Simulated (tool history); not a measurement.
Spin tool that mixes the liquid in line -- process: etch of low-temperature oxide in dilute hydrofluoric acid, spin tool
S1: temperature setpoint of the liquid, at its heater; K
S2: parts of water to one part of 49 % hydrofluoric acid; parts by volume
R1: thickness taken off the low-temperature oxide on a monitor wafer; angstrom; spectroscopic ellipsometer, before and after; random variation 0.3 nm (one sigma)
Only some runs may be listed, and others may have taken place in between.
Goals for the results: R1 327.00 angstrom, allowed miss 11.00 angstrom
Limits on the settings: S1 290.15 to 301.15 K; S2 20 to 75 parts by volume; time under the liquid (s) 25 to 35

run 1 hour=0.0 | S1=293.15 S2=45 time_under_the_liquid_(s)=35 | R1=274.42
run 2 hour=3.4 | S1=290.65 S2=45 time_under_the_liquid_(s)=35 | R1=246.57
run 3 hour=7.9 | S1=291.65 S2=45 time_under_the_liquid_(s)=35 | R1=253.41
run 4 hour=9.5 | S1=291.65 S2=50 time_under_the_liquid_(s)=35 | R1=231.49
run 5 hour=13.9 | S1=292.65 S2=50 time_under_the_liquid_(s)=35 | R1=242.36
run 6 hour=20.6 | S1=290.15 S2=50 time_under_the_liquid_(s)=35 | R1=212.56
run 7 hour=29.5 | S1=291.15 S2=50 time_under_the_liquid_(s)=35 | R1=223.47
run 8 hour=34.8 | S1=292.15 S2=50 time_under_the_liquid_(s)=35 | R1=233.34
run 9 hour=37.2 | S1=293.15 S2=50 time_under_the_liquid_(s)=35 | R1=243.18
run 10 hour=40.9 | S1=294.15 S2=50 time_under_the_liquid_(s)=35 | R1=254.90
run 11 hour=43.4 | S1=294.65 S2=50 time_under_the_liquid_(s)=35 | R1=259.12
run 12 hour=45.7 | S1=295.15 S2=50 time_under_the_liquid_(s)=35 | R1=265.04
-- hour=53.5 hydrofluoric acid flow meter replaced
run 13 hour=53.5 | S1=295.65 S2=50 time_under_the_liquid_(s)=35 | R1=248.48
run 14 hour=59.1 | S1=296.15 S2=50 time_under_the_liquid_(s)=35 | R1=246.44
run 15 hour=67.5 | S1=297.15 S2=45 time_under_the_liquid_(s)=35 | R1=289.43
run 16 hour=71.0 | S1=297.15 S2=45 time_under_the_liquid_(s)=35 | R1=293.07

Pick the move, out of 4, that brings all results within their allowed miss; only one does.
run A hour=74.5 | S1=297.65 S2=45 time_under_the_liquid_(s)=35 | R1=?
run B hour=74.5 | S1=295.15 S2=40 time_under_the_liquid_(s)=35 | R1=?
run C hour=74.5 | S1=298.15 S2=40 time_under_the_liquid_(s)=30 | R1=?
run D hour=74.5 | S1=296.65 S2=40 time_under_the_liquid_(s)=35 | R1=?

move=A R1=291.59
move=B R1=297.55
move=C R1=288.98
move=D R1=316.84
A: about as far from the targets as the last run
B: closes in on the targets versus the last run, not all within tolerance yet
C: its largest miss is bigger than the last run's
D: meets every target
D meets every target.
